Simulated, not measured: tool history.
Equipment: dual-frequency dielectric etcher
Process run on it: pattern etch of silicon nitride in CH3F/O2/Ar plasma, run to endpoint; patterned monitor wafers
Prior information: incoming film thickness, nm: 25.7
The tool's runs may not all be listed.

run	hour	source power (W)	bias power (W)	endpoint time (s)
1	0	370	86	35.936
2	8.3	370	74	38.059
3	12.1	370	90	35.13
4	16.8	340	83	37.658
5	18.4	310	78	40.401
6	21.6	270	78	43.345

What will run 7 give?
7	29.6	260	78	?

endpoint time (s): 43.618

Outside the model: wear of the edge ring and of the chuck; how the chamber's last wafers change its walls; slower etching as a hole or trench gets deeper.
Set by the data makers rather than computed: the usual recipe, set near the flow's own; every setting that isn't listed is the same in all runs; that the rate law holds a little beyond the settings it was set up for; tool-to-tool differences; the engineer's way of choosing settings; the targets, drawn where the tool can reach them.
